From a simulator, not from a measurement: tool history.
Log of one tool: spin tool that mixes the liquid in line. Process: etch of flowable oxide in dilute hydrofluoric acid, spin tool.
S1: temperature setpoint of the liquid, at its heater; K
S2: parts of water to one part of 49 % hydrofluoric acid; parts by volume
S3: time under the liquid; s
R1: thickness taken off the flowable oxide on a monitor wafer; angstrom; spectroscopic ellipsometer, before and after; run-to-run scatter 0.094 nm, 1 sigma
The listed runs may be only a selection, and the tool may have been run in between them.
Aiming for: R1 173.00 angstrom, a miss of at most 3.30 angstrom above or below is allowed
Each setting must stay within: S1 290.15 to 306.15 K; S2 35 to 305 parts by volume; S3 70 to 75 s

{"run": 1, "hour": 0.0, "S1": 298.15, "S2": 170, "S3": 70, "R1": 203.66}
{"run": 2, "hour": 7.8, "S1": 300.15, "S2": 170, "S3": 70, "R1": 221.9}
{"run": 3, "hour": 10.3, "S1": 298.15, "S2": 170, "S3": 70, "R1": 204.25}
{"run": 4, "hour": 15.7, "S1": 298.15, "S2": 170, "S3": 75, "R1": 218.24}
{"run": 5, "hour": 16.2, "S1": 296.65, "S2": 170, "S3": 75, "R1": 208.33}
{"run": 6, "hour": 23.0, "S1": 298.15, "S2": 170, "S3": 75, "R1": 217.42}
{"run": 7, "hour": 27.6, "S1": 296.65, "S2": 170, "S3": 75, "R1": 207.84}
{"run": 8, "hour": 31.3, "S1": 295.15, "S2": 170, "S3": 75, "R1": 195.13}

Which single option among these 4 for the next run brings every result within its allowed miss of target? Just one does.
{"run": "A", "hour": 35.0, "S1": 295.65, "S2": 185, "S3": 70, "R1": "?"}
{"run": "B", "hour": 35.0, "S1": 291.65, "S2": 150, "S3": 70, "R1": "?"}
{"run": "C", "hour": 35.0, "S1": 293.65, "S2": 180, "S3": 75, "R1": "?"}
{"run": "D", "hour": 35.0, "S1": 294.15, "S2": 175, "S3": 75, "R1": "?"}

move=A R1=167.94
move=B R1=183.60
move=C R1=172.15
move=D R1=181.47
A: the result that was furthest off in the last run now lies on the other side of its target
B: nearer the targets than the last run, but a result is still out of spec
C: meets every target
D: nearer the targets than the last run, but a result is still out of spec
Go with C: it meets all targets.
